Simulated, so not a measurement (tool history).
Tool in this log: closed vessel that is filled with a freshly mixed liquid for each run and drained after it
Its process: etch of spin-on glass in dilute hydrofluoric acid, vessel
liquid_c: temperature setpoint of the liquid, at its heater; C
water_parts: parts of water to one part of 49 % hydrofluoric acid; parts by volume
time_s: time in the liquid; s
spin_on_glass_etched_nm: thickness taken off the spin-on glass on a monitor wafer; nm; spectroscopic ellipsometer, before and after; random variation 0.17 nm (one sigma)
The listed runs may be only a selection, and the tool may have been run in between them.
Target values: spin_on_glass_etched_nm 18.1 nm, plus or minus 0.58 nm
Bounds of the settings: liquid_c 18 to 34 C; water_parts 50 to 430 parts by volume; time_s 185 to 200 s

run  hour  liquid_c  water_parts  time_s  spin_on_glass_etched_nm
  1     0        26          240     185                   14.767
  2   5.3      27.5          240     185                   15.824
  3   6.2        26          240     185                   15.389
  4   7.7        26          240     200                   16.428
  5    16      26.5          240     200                   16.587
  6  22.3      26.5          190     200                   22.621
  7  23.1      24.5          190     200                   20.362
  8    25      24.5          190     200                   20.519
  9  33.5      23.5          190     200                   20.062

5 candidate next runs follow, results not yet known. Just one meets every target within its allowed miss. Identify it.
  A    42        20          145     185                        ?
  B    42        23          190     185                        ?
  C    42      24.5          185     200                        ?
  D    42      24.5          180     200                        ?
  E    42      23.5          175     200                        ?

move  spin_on_glass_etched_nm
   A                   21.828
   B                   17.845
   C                   21.069
   D                   21.775
   E                   21.692
A: further off than the last run
B: meets every target
C: further off than the last run
D: further off than the last run
E: further off than the last run
Go with B: it meets all targets.
